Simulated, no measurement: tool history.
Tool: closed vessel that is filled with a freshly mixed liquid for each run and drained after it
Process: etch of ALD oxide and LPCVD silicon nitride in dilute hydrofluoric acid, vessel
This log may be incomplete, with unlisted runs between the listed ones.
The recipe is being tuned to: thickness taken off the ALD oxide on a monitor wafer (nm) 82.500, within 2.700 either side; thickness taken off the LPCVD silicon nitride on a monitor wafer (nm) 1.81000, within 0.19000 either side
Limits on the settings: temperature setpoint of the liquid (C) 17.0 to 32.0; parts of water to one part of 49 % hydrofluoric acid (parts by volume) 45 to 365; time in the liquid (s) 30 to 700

run  hour  temperature setpoint of the liquid (C)  parts of water to one part of 49 % hydrofluoric acid (parts by volume)  time in the liquid (s)  thickness taken off the ALD oxide on a monitor wafer (nm)  thickness taken off the LPCVD silicon nitride on a monitor wafer (nm)
  1   0.0                                    24.0                                                                     205                     355                                                     33.332                                                                0.89751
  2   1.0                                    24.0                                                                     175                     350                                                     39.405                                                                0.98833
  3   9.8                                    24.5                                                                     155                     345                                                     45.522                                                                1.15590
  4  17.0                                    24.5                                                                     220                     345                                                     29.782                                                                0.81465
  5  23.4                                    24.5                                                                     190                     340                                                     35.217                                                                0.96624
  6  27.2                                    24.5                                                                     165                     340                                                     41.514                                                                1.08020
  7  31.7                                    26.5                                                                      85                     305                                                     86.010                                                                2.10810
  8  39.9                                    26.0                                                                      85                     305                                                     84.293                                                                2.16810
  9  49.2                                    23.0                                                                      55                     270                                                    105.780                                                                2.18760
 10  52.2                                    23.0                                                                      60                     270                                                     95.139                                                                2.21860
 11  56.6                                    19.5                                                                      70                     275                                                     72.423                                                                1.56250
 12  64.0                                    20.0                                                                      70                     275                                                     73.658                                                                1.47490
 13  68.6                                    20.5                                                                      70                     275                                                     75.389                                                                1.59650
 14  76.6                                    21.0                                                                      70                     275                                                     77.069                                                                1.65640
 15  81.5                                    21.5                                                                      70                     275                                                     78.884                                                                1.66100

Exactly one of the 4 candidate moves below puts every result within its allowed miss. Which one?
  A  86.4                                    29.5                                                                     110                     385                                                          ?                                                                      ?
  B  86.4                                    31.0                                                                     145                     420                                                          ?                                                                      ?
  C  86.4                                    21.5                                                                      85                     360                                                          ?                                                                      ?
  D  86.4                                    23.0                                                                      95                     360                                                          ?                                                                      ?

move  thickness taken off the ALD oxide on a monitor wafer (nm)  thickness taken off the LPCVD silicon nitride on a monitor wafer (nm)
   A                                                     90.970                                                                2.52270
   B                                                     76.093                                                                2.28520
   C                                                     82.771                                                                1.80450
   D                                                     77.850                                                                1.78990
A: pushes the last run's worst result past its target
B: the biggest miss grows against the last run
C: all results in spec
D: the biggest miss grows against the last run
C meets every target.

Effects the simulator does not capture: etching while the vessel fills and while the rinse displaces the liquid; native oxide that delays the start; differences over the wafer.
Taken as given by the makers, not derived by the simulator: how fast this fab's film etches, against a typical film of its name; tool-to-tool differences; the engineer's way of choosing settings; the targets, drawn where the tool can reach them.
